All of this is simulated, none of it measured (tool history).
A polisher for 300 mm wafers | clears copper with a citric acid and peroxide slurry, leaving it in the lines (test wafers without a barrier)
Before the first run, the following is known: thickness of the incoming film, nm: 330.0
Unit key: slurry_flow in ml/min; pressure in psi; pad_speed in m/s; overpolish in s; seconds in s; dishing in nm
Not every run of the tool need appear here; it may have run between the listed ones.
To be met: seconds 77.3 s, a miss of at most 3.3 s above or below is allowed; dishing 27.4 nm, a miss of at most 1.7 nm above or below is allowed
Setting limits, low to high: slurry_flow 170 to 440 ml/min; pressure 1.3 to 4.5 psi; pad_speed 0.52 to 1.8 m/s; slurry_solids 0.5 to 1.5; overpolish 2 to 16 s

| run | hour | slurry_flow | pressure | pad_speed | slurry_solids | overpolish | seconds | dishing |
|---|---|---|---|---|---|---|---|---|
| 1 | 0 | 280 | 2.9 | 1.16 | 1 | 8 | 142.26 | 12.403 |
| 2 | 7.9 | 335 | 2.9 | 1.16 | 1 | 8 | 137.49 | 12.705 |
| 3 | 10.7 | 335 | 3.1 | 1.18 | 1 | 8 | 127.5 | 13.894 |
| 4 | 18.8 | 335 | 3.1 | 1.18 | 1 | 6 | 130.02 | 10.064 |
| 5 | 25.8 | 335 | 3.1 | 1.46 | 1 | 6 | 105.73 | 12.741 |
| 6 | 33.8 | 335 | 3.1 | 1.28 | 1 | 6 | 118.39 | 10.9 |
| 7 | 42.6 | 330 | 3.3 | 1.3 | 1 | 7 | 109.99 | 14.277 |
| 8 | 43.5 | 325 | 4.1 | 1.3 | 1 | 9 | 88.664 | 21.163 |
| 9 | 49.8 | 325 | 4.2 | 1.3 | 1 | 9 | 85.52 | 22.319 |
| 10 | 54.6 | 325 | 4.5 | 1.3 | 1 | 10 | 82.734 | 26.042 |

Which one of the following 4 next-run settings gets every result inside its allowed miss? There is exactly one.
| A | 59.4 | 365 | 4.5 | 1.26 | 0.9 | 9 | ? | ? |
| B | 59.4 | 365 | 4.5 | 1.48 | 1.15 | 8 | ? | ? |
| C | 59.4 | 340 | 4.4 | 1.16 | 1 | 12 | ? | ? |
| D | 59.4 | 345 | 4.3 | 1.48 | 0.95 | 10 | ? | ? |

| move | seconds | dishing |
|---|---|---|
| A | 83.996 | 22.342 |
| B | 68.417 | 24.231 |
| C | 91.768 | 26.854 |
| D | 74.566 | 27.458 |
A: moves away from the targets compared with the last run
B: carries the result that was furthest off beyond its target, to the other side
C: moves away from the targets compared with the last run
D: hits every target within its allowed miss
The right move is D.
